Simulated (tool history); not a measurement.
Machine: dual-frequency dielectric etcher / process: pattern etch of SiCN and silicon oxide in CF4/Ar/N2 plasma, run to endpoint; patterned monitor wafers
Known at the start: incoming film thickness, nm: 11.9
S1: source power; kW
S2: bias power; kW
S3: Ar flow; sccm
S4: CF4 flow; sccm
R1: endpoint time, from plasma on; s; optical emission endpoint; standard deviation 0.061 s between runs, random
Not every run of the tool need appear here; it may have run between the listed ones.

| run | hour | S1 | S2 | S3 | S4 | R1 |
|---|---|---|---|---|---|---|
| 1 | 0.0 | 0.450 | 0.097 | 107 | 61 | 11.140 |
| 2 | 3.6 | 0.390 | 0.091 | 109 | 60 | 13.483 |
| 3 | 7.3 | 0.450 | 0.091 | 109 | 60 | 11.572 |
| 4 | 10.4 | 0.450 | 0.083 | 109 | 60 | 11.799 |
| 5 | 16.6 | 0.450 | 0.077 | 109 | 60 | 12.149 |
| 6 | 21.3 | 0.450 | 0.077 | 109 | 52 | 12.359 |
| 7 | 24.6 | 0.410 | 0.076 | 109 | 52 | 13.793 |
| 8 | 29.4 | 0.320 | 0.075 | 109 | 52 | 18.503 |

Forecast run 9:
| 9 | 31.0 | 0.330 | 0.075 | 109 | 52 | ? |

Logged for run 9: R1 17.840 s.
